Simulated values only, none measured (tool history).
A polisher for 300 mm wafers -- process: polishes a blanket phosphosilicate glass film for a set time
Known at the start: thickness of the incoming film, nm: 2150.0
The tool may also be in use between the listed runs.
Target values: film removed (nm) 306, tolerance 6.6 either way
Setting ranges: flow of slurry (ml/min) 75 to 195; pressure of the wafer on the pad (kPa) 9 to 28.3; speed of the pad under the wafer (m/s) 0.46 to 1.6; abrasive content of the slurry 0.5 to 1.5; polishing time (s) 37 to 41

| run | hour | flow of slurry (ml/min) | pressure of the wafer on the pad (kPa) | speed of the pad under the wafer (m/s) | abrasive content of the slurry | polishing time (s) | film removed (nm) |
|---|---|---|---|---|---|---|---|
| 1 | 0 | 125 | 18.6 | 1.02 | 1 | 41 | 253.5 |
| 2 | 7.8 | 135 | 19.3 | 1.02 | 1 | 41 | 264.55 |
| 3 | 11.2 | 135 | 19.3 | 1.02 | 0.8 | 41 | 233.97 |
| 4 | 13.7 | 140 | 20 | 1.02 | 0.8 | 41 | 242.91 |
| 5 | 22.4 | 140 | 21.4 | 1.02 | 0.8 | 41 | 254.89 |
| 6 | 29.2 | 140 | 21.4 | 1.16 | 0.8 | 41 | 283.54 |
| 7 | 30.1 | 145 | 21.4 | 1.16 | 0.8 | 41 | 289.55 |
| 8 | 35 | 150 | 21.4 | 1.16 | 0.8 | 41 | 286.57 |

Pick the move, out of 5, that brings all results within their allowed miss; only one does.
| A | 39.9 | 160 | 20.7 | 1 | 0.9 | 40 | ? |
| B | 39.9 | 145 | 22.1 | 1.22 | 0.65 | 41 | ? |
| C | 39.9 | 160 | 22.1 | 1.24 | 0.8 | 40 | ? |
| D | 39.9 | 150 | 22.8 | 1.16 | 0.75 | 38 | ? |
| E | 39.9 | 160 | 20 | 1.12 | 0.85 | 39 | ? |

| move | film removed (nm) |
|---|---|
| A | 263.1 |
| B | 264.56 |
| C | 307.28 |
| D | 269.73 |
| E | 263.27 |
A: misses by more than the last run did
B: misses by more than the last run did
C: hits every target within its allowed miss
D: misses by more than the last run did
E: misses by more than the last run did
C is the move that brings every result within its allowed miss.
